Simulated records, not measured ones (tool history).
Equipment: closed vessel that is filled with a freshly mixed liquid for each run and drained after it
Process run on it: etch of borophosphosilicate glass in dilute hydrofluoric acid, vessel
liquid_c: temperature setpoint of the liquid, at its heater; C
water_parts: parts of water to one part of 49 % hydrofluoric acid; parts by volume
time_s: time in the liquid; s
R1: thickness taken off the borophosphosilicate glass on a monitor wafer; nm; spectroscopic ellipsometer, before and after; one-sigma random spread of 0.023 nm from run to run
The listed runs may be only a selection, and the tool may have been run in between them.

{"run": 1, "hour": 0.0, "liquid_c": 21.0, "water_parts": 230, "time_s": 30, "R1": 5.2306}
{"run": 2, "hour": 7.4, "liquid_c": 20.0, "water_parts": 270, "time_s": 30, "R1": 4.056}
{"run": 3, "hour": 8.2, "liquid_c": 20.0, "water_parts": 225, "time_s": 30, "R1": 5.1429}
{"run": 4, "hour": 16.6, "liquid_c": 20.0, "water_parts": 300, "time_s": 30, "R1": 3.5629}
{"run": 5, "hour": 20.2, "liquid_c": 23.5, "water_parts": 300, "time_s": 30, "R1": 4.0661}
{"run": 6, "hour": 26.3, "liquid_c": 23.5, "water_parts": 220, "time_s": 30, "R1": 6.0494}
{"run": 7, "hour": 34.3, "liquid_c": 21.5, "water_parts": 265, "time_s": 30, "R1": 4.4108}

What does the tool deliver on the next run?
{"run": 8, "hour": 43.0, "liquid_c": 20.0, "water_parts": 295, "time_s": 30, "R1": "?"}

R1: 3.6511 nm
